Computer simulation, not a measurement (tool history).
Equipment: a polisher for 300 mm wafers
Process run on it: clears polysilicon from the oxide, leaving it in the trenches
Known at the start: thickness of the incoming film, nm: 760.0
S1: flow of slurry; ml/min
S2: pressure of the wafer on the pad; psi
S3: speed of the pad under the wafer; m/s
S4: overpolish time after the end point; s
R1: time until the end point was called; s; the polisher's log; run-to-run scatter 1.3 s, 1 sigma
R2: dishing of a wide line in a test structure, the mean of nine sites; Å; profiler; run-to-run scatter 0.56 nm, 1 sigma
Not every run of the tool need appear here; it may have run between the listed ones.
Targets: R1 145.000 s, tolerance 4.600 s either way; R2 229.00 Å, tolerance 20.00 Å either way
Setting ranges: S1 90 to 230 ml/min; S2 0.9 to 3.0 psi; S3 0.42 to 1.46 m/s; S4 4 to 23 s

run  hour   S1   S2    S3  S4       R1      R2
  1   0.0  150  1.9  0.94  12   73.266  463.45
  2   6.0  165  1.9  0.94  12   71.933  443.40
  3  13.0  165  1.9  0.94  17   71.130  459.02
  4  17.4  175  1.8  0.90  15   79.205  469.01
  5  22.5  175  1.8  1.02  15   70.232  481.28
  6  25.2  165  1.8  0.94  13   76.248  450.36
  7  31.4  165  1.7  0.88  12   84.452  449.25
  8  37.6  155  1.7  0.82  11   90.688  408.33
  9  45.5  115  1.2  0.60   5  162.500  180.59
 10  49.3  120  1.2  0.60   5  162.960  183.13
 11  57.9  125  1.2  0.60   5  163.350  174.40
 12  58.9  125  1.3  0.60   7  152.840  245.66

Pick the move, out of 4, that brings all results within their allowed miss; only one does.
  A  59.9  135  1.3  0.70   7   ?   ?
  B  59.9  180  1.3  0.58   6   ?   ?
  C  59.9  150  1.4  0.64   8   ?   ?
  D  59.9  105  1.5  0.60   7   ?   ?

move       R1      R2
   A  133.470  269.00
   B  145.530  227.64
   C  130.160  297.59
   D  135.400  266.45
A: carries the result that was furthest off beyond its target, to the other side
B: every result lands within tolerance
C: carries the result that was furthest off beyond its target, to the other side
D: carries the result that was furthest off beyond its target, to the other side
Correct choice: B, which meets every target
